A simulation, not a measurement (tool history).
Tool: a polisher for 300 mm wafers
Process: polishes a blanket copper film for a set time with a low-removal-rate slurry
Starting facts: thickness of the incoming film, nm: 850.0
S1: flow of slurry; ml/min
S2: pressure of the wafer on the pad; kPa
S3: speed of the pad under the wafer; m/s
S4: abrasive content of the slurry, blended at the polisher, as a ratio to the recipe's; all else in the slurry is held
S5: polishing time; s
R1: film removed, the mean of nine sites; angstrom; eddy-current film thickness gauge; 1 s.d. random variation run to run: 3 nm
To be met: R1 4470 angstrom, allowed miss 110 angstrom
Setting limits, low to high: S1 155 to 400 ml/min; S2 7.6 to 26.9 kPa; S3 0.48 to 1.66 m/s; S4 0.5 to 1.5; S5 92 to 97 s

Run 1, hour 0: S1 255 ml/min, S2 17.2 kPa, S3 1.06 m/s, S4 1, S5 92 s. Result: R1 2230.7 angstrom.
Run 2, hour 1.2: S1 255 ml/min, S2 17.2 kPa, S3 1.28 m/s, S4 1, S5 92 s. Result: R1 2605.5 angstrom.
Run 3, hour 5.9: S1 255 ml/min, S2 20.7 kPa, S3 1.28 m/s, S4 1, S5 92 s. Result: R1 3092.2 angstrom.
Run 4, hour 14: S1 260 ml/min, S2 21.4 kPa, S3 1.28 m/s, S4 1, S5 92 s. Result: R1 3234.7 angstrom.
Run 5, hour 16.9: S1 260 ml/min, S2 21.4 kPa, S3 1.28 m/s, S4 1, S5 97 s. Result: R1 3410.7 angstrom.
Run 6, hour 18.7: S1 260 ml/min, S2 22.1 kPa, S3 1.28 m/s, S4 1, S5 97 s. Result: R1 3489.8 angstrom.
Run 7, hour 25.8: S1 260 ml/min, S2 22.1 kPa, S3 1.28 m/s, S4 1, S5 97 s. Result: R1 3476.6 angstrom.
Run 8, hour 34.1: S1 285 ml/min, S2 26.9 kPa, S3 1.28 m/s, S4 1, S5 97 s. Result: R1 4277.7 angstrom.

Exactly one of the 4 candidate moves below puts every result within its allowed miss. Which one?
Run A, hour 42.4: S1 155 ml/min, S2 26.2 kPa, S3 1.62 m/s, S4 1.2, S5 95 s. Result: R1 ?.
Run B, hour 42.4: S1 295 ml/min, S2 26.2 kPa, S3 1.44 m/s, S4 1, S5 94 s. Result: R1 ?.
Run C, hour 42.4: S1 380 ml/min, S2 26.9 kPa, S3 1.2 m/s, S4 1.1, S5 95 s. Result: R1 ?.
Run D, hour 42.4: S1 340 ml/min, S2 26.2 kPa, S3 1.24 m/s, S4 1.25, S5 93 s. Result: R1 ?.

move      R1
   A  4755.5
   B  4453.6
   C  4167.5
   D  4170.3
A: moves the result that the last run missed by most past its target, out the other side
B: every result within its allowed miss
C: moves away from the targets compared with the last run
D: moves away from the targets compared with the last run
Move B is the one to make.
